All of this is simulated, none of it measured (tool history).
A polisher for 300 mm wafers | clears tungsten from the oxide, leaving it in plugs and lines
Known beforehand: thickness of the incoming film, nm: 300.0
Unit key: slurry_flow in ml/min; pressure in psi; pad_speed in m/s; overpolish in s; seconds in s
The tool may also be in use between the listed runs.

run,hour,slurry_flow,pressure,pad_speed,slurry_solids,overpolish,seconds
1,0,260,4.7,0.88,1,8,63.567
2,2.7,260,5.7,0.88,1,8,53.657
3,10.8,260,5.7,0.8,1,8,60.938
4,16.7,310,5.7,0.8,1,8,59.989
5,21.1,310,5.7,0.8,1,8,57.477
6,27.8,310,5.7,0.66,1,8,69.546
7,29.7,310,5.6,0.66,1,8,72.738

Forecast run 8:
# hour 35.1: worn pad replaced by a new one
8,35.1,310,5.5,0.66,1,8,?

{"run 8": {"seconds": 66.749}}
